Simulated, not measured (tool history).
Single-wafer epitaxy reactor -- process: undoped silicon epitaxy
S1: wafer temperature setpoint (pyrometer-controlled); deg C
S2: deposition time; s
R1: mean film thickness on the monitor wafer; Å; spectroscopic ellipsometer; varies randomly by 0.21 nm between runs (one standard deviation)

run  hour   S1   S2      R1
  1     0  660  293  611.36
  2   4.6  660  328  685.35
  3  11.7  660  358  741.01
  4  13.5  660  375  775.96
  5  20.4  656  374  710.92
  6  26.7  649  374  609.31
  7  33.5  647  374   587.6
  8  35.1  646  374  569.94

Predict the results of run 9:
  9    37  645  374   ?

{"run 9": {"R1": 556.18}}

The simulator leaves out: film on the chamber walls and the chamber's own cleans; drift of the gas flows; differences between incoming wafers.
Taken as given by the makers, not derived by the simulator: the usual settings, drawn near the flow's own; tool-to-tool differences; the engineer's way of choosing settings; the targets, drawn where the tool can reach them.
